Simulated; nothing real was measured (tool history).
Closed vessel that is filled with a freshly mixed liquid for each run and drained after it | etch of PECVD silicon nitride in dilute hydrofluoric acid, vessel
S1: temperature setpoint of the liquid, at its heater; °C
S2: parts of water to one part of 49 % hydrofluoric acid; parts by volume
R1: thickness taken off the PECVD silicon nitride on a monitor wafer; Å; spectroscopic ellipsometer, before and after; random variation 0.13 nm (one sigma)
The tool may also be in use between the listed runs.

{"run": 1, "hour": 0.0, "S1": 23.0, "S2": 250, "time in the liquid (s)": 935, "R1": 167.53}
{"run": 2, "hour": 4.0, "S1": 23.0, "S2": 335, "time in the liquid (s)": 935, "R1": 125.21}
{"run": 3, "hour": 6.2, "S1": 25.0, "S2": 300, "time in the liquid (s)": 935, "R1": 157.74}
{"run": 4, "hour": 10.6, "S1": 26.5, "S2": 270, "time in the liquid (s)": 935, "R1": 191.66}
{"run": 5, "hour": 17.5, "S1": 26.5, "S2": 270, "time in the liquid (s)": 935, "R1": 192.21}
{"run": 6, "hour": 22.6, "S1": 27.5, "S2": 245, "time in the liquid (s)": 935, "R1": 225.66}
{"run": 7, "hour": 27.7, "S1": 28.5, "S2": 230, "time in the liquid (s)": 935, "R1": 253.37}

For run 8, what comes out?
{"run": 8, "hour": 33.1, "S1": 29.0, "S2": 220, "time in the liquid (s)": 935, "R1": "?"}

R1: 275.78 Å

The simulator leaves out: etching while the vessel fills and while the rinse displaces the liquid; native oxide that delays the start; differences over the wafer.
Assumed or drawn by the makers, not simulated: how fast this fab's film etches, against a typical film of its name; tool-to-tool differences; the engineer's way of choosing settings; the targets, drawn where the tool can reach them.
